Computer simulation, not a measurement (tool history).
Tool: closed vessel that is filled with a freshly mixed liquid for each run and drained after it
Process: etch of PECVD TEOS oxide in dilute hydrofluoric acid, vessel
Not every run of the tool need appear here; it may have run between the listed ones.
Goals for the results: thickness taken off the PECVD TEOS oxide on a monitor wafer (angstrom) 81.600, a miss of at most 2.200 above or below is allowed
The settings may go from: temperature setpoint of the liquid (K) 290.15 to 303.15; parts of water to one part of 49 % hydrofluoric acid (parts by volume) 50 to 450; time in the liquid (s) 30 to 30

run    day  temperature setpoint of the liquid (K)  parts of water to one part of 49 % hydrofluoric acid (parts by volume)  time in the liquid (s)  thickness taken off the PECVD TEOS oxide on a monitor wafer (angstrom)
  1  0.000                                  295.15                                                                     250                      30                                                                  28.173
  2  0.275                                  297.15                                                                     210                      30                                                                  37.517
  3  0.375                                  298.65                                                                     185                      30                                                                  46.204
  4  0.625                                  299.65                                                                     170                      30                                                                  52.594
  5  0.675                                  303.15                                                                     170                      30                                                                  59.886
  6  0.717                                  303.15                                                                     170                      30                                                                  60.149
  7  0.921                                  303.15                                                                     155                      30                                                                  66.748
  8  1.133                                  303.15                                                                     145                      30                                                                  72.759

Exactly one of the 5 candidate moves below puts every result within its allowed miss. Which one?
  A  1.346                                  302.65                                                                     135                      30                                                                       ?
  B  1.346                                  302.65                                                                     130                      30                                                                       ?
  C  1.346                                  301.15                                                                     130                      30                                                                       ?
  D  1.346                                  300.65                                                                     130                      30                                                                       ?
  E  1.346                                  303.15                                                                     160                      30                                                                       ?

move  thickness taken off the PECVD TEOS oxide on a monitor wafer (angstrom)
   A                                                                  77.551
   B                                                                  81.070
   C                                                                  76.693
   D                                                                  75.274
   E                                                                  64.483
A: closer than the last run, but not yet in spec
B: each result inside its tolerance
C: closer than the last run, but not yet in spec
D: closer than the last run, but not yet in spec
E: further off than the last run
Move B is the one to make.

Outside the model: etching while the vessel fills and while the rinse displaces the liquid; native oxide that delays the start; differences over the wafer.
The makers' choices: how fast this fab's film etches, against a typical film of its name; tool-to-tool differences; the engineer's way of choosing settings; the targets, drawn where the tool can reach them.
